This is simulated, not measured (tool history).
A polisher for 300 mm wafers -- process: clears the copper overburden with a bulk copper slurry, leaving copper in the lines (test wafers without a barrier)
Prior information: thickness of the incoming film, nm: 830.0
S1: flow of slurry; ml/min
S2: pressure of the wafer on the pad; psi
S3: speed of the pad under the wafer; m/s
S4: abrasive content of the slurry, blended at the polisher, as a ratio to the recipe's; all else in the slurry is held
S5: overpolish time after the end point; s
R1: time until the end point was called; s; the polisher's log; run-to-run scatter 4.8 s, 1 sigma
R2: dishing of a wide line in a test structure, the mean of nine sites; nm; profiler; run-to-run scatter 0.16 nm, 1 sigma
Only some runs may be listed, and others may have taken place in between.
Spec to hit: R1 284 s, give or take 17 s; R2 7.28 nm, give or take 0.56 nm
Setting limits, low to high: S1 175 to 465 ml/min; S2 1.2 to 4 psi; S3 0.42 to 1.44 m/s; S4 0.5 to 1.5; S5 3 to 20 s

| run | day | S1 | S2 | S3 | S4 | S5 | R1 | R2 |
|---|---|---|---|---|---|---|---|---|
| 1 | 0 | 295 | 2.6 | 0.92 | 1 | 10 | 163.63 | 36.788 |
| 2 | 0.079 | 295 | 2.2 | 0.92 | 1 | 10 | 189.77 | 31.269 |
| 3 | 0.262 | 295 | 2.5 | 0.92 | 1 | 10 | 172.69 | 34.714 |
| 4 | 0.638 | 295 | 2.5 | 0.74 | 1 | 10 | 203.24 | 29.718 |
| 5 | 0.888 | 325 | 2.3 | 0.7 | 1.1 | 9 | 232.3 | 24.973 |
| 6 | 1.096 | 325 | 2.3 | 0.52 | 1.1 | 9 | 301.06 | 19.443 |
| 7 | 1.454 | 325 | 2.3 | 0.52 | 1.1 | 9 | 299.15 | 19.492 |
| 8 | 1.733 | 335 | 1.6 | 0.78 | 1.15 | 4 | 296.06 | 8.9195 |
| 9 | 2.046 | 340 | 1.5 | 0.8 | 1.15 | 4 | 303.62 | 8.9076 |
| 10 | 2.208 | 340 | 1.4 | 0.82 | 1.2 | 4 | 321.24 | 8.7327 |

Exactly one of the 4 candidate moves below puts every result within its allowed miss. Which one?
| A | 2.371 | 395 | 1.4 | 0.64 | 1.45 | 7 | ? | ? |
| B | 2.371 | 465 | 1.5 | 0.62 | 1.45 | 6 | ? | ? |
| C | 2.371 | 360 | 1.2 | 0.9 | 1.5 | 5 | ? | ? |
| D | 2.371 | 350 | 1.5 | 0.84 | 1.3 | 3 | ? | ? |

| move | R1 | R2 |
|---|---|---|
| A | 360.67 | 12.024 |
| B | 343.87 | 10.92 |
| C | 308.93 | 10.113 |
| D | 274.29 | 7.026 |
A: further off than the last run
B: further off than the last run
C: further off than the last run
D: all results in spec
Move D is the one to make.
